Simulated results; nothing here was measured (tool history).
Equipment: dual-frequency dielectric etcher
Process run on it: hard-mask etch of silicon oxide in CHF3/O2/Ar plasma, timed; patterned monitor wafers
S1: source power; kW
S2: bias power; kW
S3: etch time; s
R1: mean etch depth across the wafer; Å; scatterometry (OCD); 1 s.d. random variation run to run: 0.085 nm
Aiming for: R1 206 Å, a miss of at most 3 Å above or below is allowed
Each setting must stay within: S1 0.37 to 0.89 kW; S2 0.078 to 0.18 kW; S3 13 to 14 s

run  hour    S1     S2  S3      R1
  1     0  0.63  0.129  14  234.56
  2   4.9  0.63  0.129  13  218.24
  3  11.8  0.61  0.129  13  215.53
  4  16.4  0.61  0.149  13   226.8
  5    17  0.68  0.149  13  233.86
  6  25.3  0.68  0.149  14  252.61
  7  33.6  0.68  0.149  14  251.77
  8  34.3  0.55  0.138  14  231.09
  9  43.2  0.52  0.134  14  226.44

Which one of the following 5 next-run settings gets every result inside its allowed miss? There is exactly one.
  A  52.1  0.53  0.114    14   ?
  B  52.1  0.56  0.109    13   ?
  C  52.1  0.47  0.136    14   ?
  D  52.1  0.58   0.12  13.5   ?
  E  52.1  0.53  0.125    13   ?

move      R1
   A  214.85
   B  199.22
   C  221.94
   D  215.69
   E  205.94
A: closer than the last run, but not yet in spec
B: takes the result that was furthest off past its target
C: closer than the last run, but not yet in spec
D: closer than the last run, but not yet in spec
E: all results land within tolerance of their targets
The right move is E.
